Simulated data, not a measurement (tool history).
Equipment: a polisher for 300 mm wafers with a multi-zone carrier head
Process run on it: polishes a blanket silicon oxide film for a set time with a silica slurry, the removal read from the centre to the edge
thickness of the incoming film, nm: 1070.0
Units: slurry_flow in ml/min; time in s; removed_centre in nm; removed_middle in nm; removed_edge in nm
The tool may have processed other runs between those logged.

run 1 hour=0 | slurry_flow=190 centre_zone=1 middle_zone=1 edge_zone=1 slurry_solids=1 time=84 | removed_centre=251.5 removed_middle=255.42 removed_edge=253.42
run 2 hour=2 | slurry_flow=205 centre_zone=1.02 middle_zone=1.04 edge_zone=1.04 slurry_solids=1.05 time=84 | removed_centre=268.85 removed_middle=264.41 removed_edge=265.51
run 3 hour=9.8 | slurry_flow=205 centre_zone=1.02 middle_zone=1.04 edge_zone=1.07 slurry_solids=1.05 time=84 | removed_centre=267.73 removed_middle=273.05 removed_edge=272.25
run 4 hour=15 | slurry_flow=205 centre_zone=1.02 middle_zone=1.04 edge_zone=1.07 slurry_solids=1.05 time=66 | removed_centre=209.36 removed_middle=209.98 removed_edge=212.63
run 5 hour=19.3 | slurry_flow=210 centre_zone=1.02 middle_zone=1.08 edge_zone=1.07 slurry_solids=1.15 time=69 | removed_centre=229.82 removed_middle=237.03 removed_edge=230.94
run 6 hour=25.8 | slurry_flow=215 centre_zone=1.03 middle_zone=1.1 edge_zone=1.09 slurry_solids=1.25 time=71 | removed_centre=246.99 removed_middle=255.85 removed_edge=245.41
run 7 hour=31 | slurry_flow=220 centre_zone=1.04 middle_zone=1.12 edge_zone=1.11 slurry_solids=1.3 time=73 | removed_centre=259.81 removed_middle=271.63 removed_edge=263.18

Expected results for the next run?
run 8 hour=32.2 | slurry_flow=230 centre_zone=1.05 middle_zone=1.14 edge_zone=1.11 slurry_solids=1.35 time=75 | removed_centre=? removed_middle=? removed_edge=?

Run 8 gave removed_centre 277.03 nm, removed_middle 293.99 nm, removed_edge 275.75 nm.
